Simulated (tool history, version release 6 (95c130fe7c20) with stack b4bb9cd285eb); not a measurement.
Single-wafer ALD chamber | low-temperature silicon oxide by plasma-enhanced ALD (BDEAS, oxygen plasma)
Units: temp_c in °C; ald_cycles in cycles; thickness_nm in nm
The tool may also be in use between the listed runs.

| run | day | temp_c | ald_cycles | thickness_nm |
|---|---|---|---|---|
| 1 | 0 | 85 | 56 | 7.8373 |
| 2 | 0.262 | 88 | 53 | 7.3185 |
| 3 | 0.462 | 91 | 51 | 7.0101 |
| 4 | 0.7 | 91 | 56 | 7.699 |
| 5 | 0.804 | 93 | 54 | 7.3751 |
| 6 | 1.042 | 93 | 46 | 6.2412 |
| 7 | 1.25 | 94 | 46 | 6.2282 |
| 8 | 1.275 | 95 | 46 | 6.2422 |
| 9 | 1.3 | 96 | 46 | 6.2118 |

Run 10 comes next. What will it give?
| 10 | 1.471 | 97 | 46 | ? |

thickness_nm: 6.2131 nm

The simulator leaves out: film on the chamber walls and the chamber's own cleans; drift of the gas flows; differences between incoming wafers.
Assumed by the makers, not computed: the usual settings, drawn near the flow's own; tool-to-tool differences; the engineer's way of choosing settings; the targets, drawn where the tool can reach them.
